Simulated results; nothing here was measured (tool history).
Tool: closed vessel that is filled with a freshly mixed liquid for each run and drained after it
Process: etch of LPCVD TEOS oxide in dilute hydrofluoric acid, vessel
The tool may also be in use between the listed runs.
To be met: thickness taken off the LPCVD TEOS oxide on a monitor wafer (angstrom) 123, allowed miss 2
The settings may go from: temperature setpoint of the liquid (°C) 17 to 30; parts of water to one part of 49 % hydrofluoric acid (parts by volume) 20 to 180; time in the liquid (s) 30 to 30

run    day  temperature setpoint of the liquid (°C)  parts of water to one part of 49 % hydrofluoric acid (parts by volume)  time in the liquid (s)  thickness taken off the LPCVD TEOS oxide on a monitor wafer (angstrom)
  1      0                                       22                                                                     100                      30                                                                  143.51
  2  0.275                                       20                                                                     100                      30                                                                  132.44
  3  0.496                                       20                                                                      80                      30                                                                  169.25
  4  0.592                                       19                                                                      85                      30                                                                  152.26
  5  0.921                                       19                                                                      85                      30                                                                  150.75
  6  1.162                                       19                                                                      65                      30                                                                  202.36
  7  1.283                                     18.5                                                                      75                      30                                                                  171.13
  8  1.325                                       18                                                                      80                      30                                                                   155.4
  9   1.55                                     17.5                                                                      85                      30                                                                  142.55
 10  1.904                                     17.5                                                                      90                      30                                                                  133.99

Which of these 5 next moves meets every target?
  A  2.258                                       17                                                                      85                      30                                                                       ?
  B  2.258                                       17                                                                     100                      30                                                                       ?
  C  2.258                                       18                                                                      85                      30                                                                       ?
  D  2.258                                     18.5                                                                     105                      30                                                                       ?
  E  2.258                                       17                                                                      95                      30                                                                       ?

move  thickness taken off the LPCVD TEOS oxide on a monitor wafer (angstrom)
   A                                                                  139.28
   B                                                                  116.53
   C                                                                  145.31
   D                                                                  117.55
   E                                                                  123.31
A: further off than the last run
B: takes the result that was furthest off past its target
C: further off than the last run
D: takes the result that was furthest off past its target
E: meets every target
Move E is the one to make.
